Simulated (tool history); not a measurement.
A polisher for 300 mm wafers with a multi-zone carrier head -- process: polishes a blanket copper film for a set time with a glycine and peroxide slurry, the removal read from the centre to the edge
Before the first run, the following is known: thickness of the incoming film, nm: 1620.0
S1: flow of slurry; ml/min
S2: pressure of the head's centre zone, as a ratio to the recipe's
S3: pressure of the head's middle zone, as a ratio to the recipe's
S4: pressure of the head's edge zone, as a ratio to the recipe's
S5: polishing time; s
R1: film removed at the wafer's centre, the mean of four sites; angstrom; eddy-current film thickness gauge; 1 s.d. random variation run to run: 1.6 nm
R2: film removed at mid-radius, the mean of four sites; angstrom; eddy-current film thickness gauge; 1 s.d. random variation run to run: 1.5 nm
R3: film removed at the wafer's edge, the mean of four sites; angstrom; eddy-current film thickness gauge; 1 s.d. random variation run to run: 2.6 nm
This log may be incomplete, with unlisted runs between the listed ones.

Run 1, hour 0.0: S1 255 ml/min, S2 1.00, S3 1.00, S4 1.00, S5 85 s. Result: R1 2834.9 angstrom, R2 2971.6 angstrom, R3 2940.4 angstrom.
Run 2, hour 7.2: S1 250 ml/min, S2 0.96, S3 0.97, S4 0.98, S5 76 s. Result: R1 2457.5 angstrom, R2 2626.4 angstrom, R3 2538.1 angstrom.
Run 3, hour 10.4: S1 250 ml/min, S2 0.96, S3 0.97, S4 1.05, S5 76 s. Result: R1 2457.6 angstrom, R2 2601.7 angstrom, R3 2683.2 angstrom.
Run 4, hour 15.1: S1 250 ml/min, S2 0.96, S3 0.97, S4 1.13, S5 76 s. Result: R1 2395.0 angstrom, R2 2605.8 angstrom, R3 2765.7 angstrom.
Run 5, hour 22.4: S1 245 ml/min, S2 0.93, S3 0.95, S4 1.11, S5 69 s. Result: R1 2189.2 angstrom, R2 2325.2 angstrom, R3 2471.8 angstrom.
Run 6, hour 26.2: S1 245 ml/min, S2 0.93, S3 0.95, S4 1.05, S5 69 s. Result: R1 2116.9 angstrom, R2 2328.0 angstrom, R3 2402.7 angstrom.
Run 7, hour 29.3: S1 240 ml/min, S2 0.91, S3 0.92, S4 1.03, S5 65 s. Result: R1 1982.6 angstrom, R2 2096.8 angstrom, R3 2185.2 angstrom.
Run 8, hour 36.1: S1 230 ml/min, S2 0.89, S3 0.91, S4 1.03, S5 62 s. Result: R1 1821.1 angstrom, R2 2015.8 angstrom, R3 2130.7 angstrom.
Run 9, hour 43.5: S1 230 ml/min, S2 0.88, S3 0.89, S4 1.01, S5 60 s. Result: R1 1760.3 angstrom, R2 1916.2 angstrom, R3 2086.3 angstrom.
Run 10, hour 48.6: S1 220 ml/min, S2 0.85, S3 0.89, S4 0.91, S5 47 s. Result: R1 1346.9 angstrom, R2 1460.9 angstrom, R3 1494.5 angstrom.

For run 11, what comes out?
Run 11, hour 55.2: S1 235 ml/min, S2 0.85, S3 0.90, S4 0.94, S5 47 s. Result: R1 ?, R2 ?, R3 ?.

R1: 1337.5 angstrom
R2: 1534.7 angstrom
R3: 1533.8 angstrom
